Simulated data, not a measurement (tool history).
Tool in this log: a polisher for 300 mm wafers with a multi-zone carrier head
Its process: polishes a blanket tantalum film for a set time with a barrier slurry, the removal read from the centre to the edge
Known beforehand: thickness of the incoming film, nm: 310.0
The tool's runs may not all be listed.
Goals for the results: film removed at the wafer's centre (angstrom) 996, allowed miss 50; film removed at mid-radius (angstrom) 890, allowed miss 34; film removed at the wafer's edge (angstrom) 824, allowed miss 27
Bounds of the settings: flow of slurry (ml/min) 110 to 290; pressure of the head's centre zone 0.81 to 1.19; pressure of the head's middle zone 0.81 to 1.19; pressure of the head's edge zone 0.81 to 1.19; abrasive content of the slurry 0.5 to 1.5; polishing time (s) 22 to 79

run,hour,flow of slurry (ml/min),pressure of the head's centre zone,pressure of the head's middle zone,pressure of the head's edge zone,abrasive content of the slurry,polishing time (s),film removed at the wafer's centre (angstrom),film removed at mid-radius (angstrom),film removed at the wafer's edge (angstrom)
1,0,185,1,1,1,1,50,1124,1140,1100.7
2,6.7,185,1.02,0.99,0.96,0.9,49,1080.7,1081.5,1011.9
3,8.7,185,1.02,1.03,0.96,0.9,49,1072.7,1115.6,1020
4,9.9,180,1.03,1,0.93,0.85,49,1083.6,1074.4,976.77
5,13.2,180,1.03,1,0.98,0.85,49,1095.7,1064.4,994.18
# hour 20.6: edge zone pressure recalibrated
6,20.6,180,1.03,1,0.9,0.85,49,1068,1076.9,987.45
7,29.3,180,1.03,1,0.9,0.85,49,1072.8,1081.5,1000.9
8,36.9,165,1.12,0.95,0.81,0.6,46,965.68,856.89,810.04

Exercise: of the 4 proposed moves below, exactly one satisfies all targets within the stated allowed misses. Which move is it?
A,44.5,170,1.13,1.1,0.81,0.65,45,?,?,?
B,44.5,200,1.11,0.97,0.83,0.6,46,?,?,?
C,44.5,145,1.05,0.93,0.85,0.5,49,?,?,?
D,44.5,160,1.06,0.9,0.87,0.65,44,?,?,?

move,film removed at the wafer's centre (angstrom),film removed at mid-radius (angstrom),film removed at the wafer's edge (angstrom)
A,981.3,983.21,810.47
B,991.59,907.07,835.82
C,880.6,829,813.15
D,886.45,802.28,812.54
A: moves the result that the last run missed by most past its target, out the other side
B: all results land within tolerance of their targets
C: its largest miss is bigger than the last run's
D: its largest miss is bigger than the last run's
The right move is B.
